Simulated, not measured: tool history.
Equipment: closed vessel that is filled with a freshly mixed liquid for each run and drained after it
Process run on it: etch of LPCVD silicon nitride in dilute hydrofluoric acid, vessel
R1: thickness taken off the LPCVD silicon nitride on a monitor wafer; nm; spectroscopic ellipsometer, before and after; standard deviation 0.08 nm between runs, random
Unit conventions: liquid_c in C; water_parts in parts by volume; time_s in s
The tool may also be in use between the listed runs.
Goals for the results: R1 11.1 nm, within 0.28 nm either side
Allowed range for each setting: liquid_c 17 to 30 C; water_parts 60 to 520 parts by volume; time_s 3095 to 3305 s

{"run": 1, "hour": 0.0, "liquid_c": 22, "water_parts": 290, "time_s": 3095, "R1": 4.3262}
{"run": 2, "hour": 6.7, "liquid_c": 23, "water_parts": 270, "time_s": 3095, "R1": 5.0078}
{"run": 3, "hour": 8.8, "liquid_c": 20, "water_parts": 270, "time_s": 3095, "R1": 4.1441}
{"run": 4, "hour": 16.8, "liquid_c": 17, "water_parts": 270, "time_s": 3095, "R1": 3.4029}
{"run": 5, "hour": 18.8, "liquid_c": 17, "water_parts": 175, "time_s": 3095, "R1": 5.1489}
{"run": 6, "hour": 19.7, "liquid_c": 17, "water_parts": 175, "time_s": 3095, "R1": 5.1635}
{"run": 7, "hour": 23.4, "liquid_c": 19, "water_parts": 175, "time_s": 3095, "R1": 5.9781}
{"run": 8, "hour": 29.1, "liquid_c": 23, "water_parts": 170, "time_s": 3095, "R1": 7.8856}
{"run": 9, "hour": 37.6, "liquid_c": 24, "water_parts": 170, "time_s": 3095, "R1": 8.3501}
{"run": 10, "hour": 38.3, "liquid_c": 24.5, "water_parts": 170, "time_s": 3095, "R1": 8.7153}
{"run": 11, "hour": 43.6, "liquid_c": 25, "water_parts": 170, "time_s": 3095, "R1": 8.9505}
{"run": 12, "hour": 50.4, "liquid_c": 25.5, "water_parts": 170, "time_s": 3095, "R1": 9.2099}
{"run": 13, "hour": 56.9, "liquid_c": 26, "water_parts": 170, "time_s": 3095, "R1": 9.4118}
{"run": 14, "hour": 58.0, "liquid_c": 26.5, "water_parts": 170, "time_s": 3095, "R1": 9.834}
{"run": 15, "hour": 64.9, "liquid_c": 27, "water_parts": 170, "time_s": 3095, "R1": 10.16}
{"run": 16, "hour": 72.6, "liquid_c": 28, "water_parts": 170, "time_s": 3095, "R1": 10.615}

Which single option among these 4 for the next run brings every result within its allowed miss of target? Just one does.
{"run": "A", "hour": 80.3, "liquid_c": 26.5, "water_parts": 180, "time_s": 3305, "R1": "?"}
{"run": "B", "hour": 80.3, "liquid_c": 26.5, "water_parts": 170, "time_s": 3120, "R1": "?"}
{"run": "C", "hour": 80.3, "liquid_c": 27, "water_parts": 175, "time_s": 3240, "R1": "?"}
{"run": "D", "hour": 80.3, "liquid_c": 29.5, "water_parts": 180, "time_s": 3095, "R1": "?"}

move=A R1=9.9927
move=B R1=9.9889
move=C R1=10.395
move=D R1=11.253
A: its largest miss is bigger than the last run's
B: its largest miss is bigger than the last run's
C: its largest miss is bigger than the last run's
D: each result inside its tolerance
Move D is the one to make.
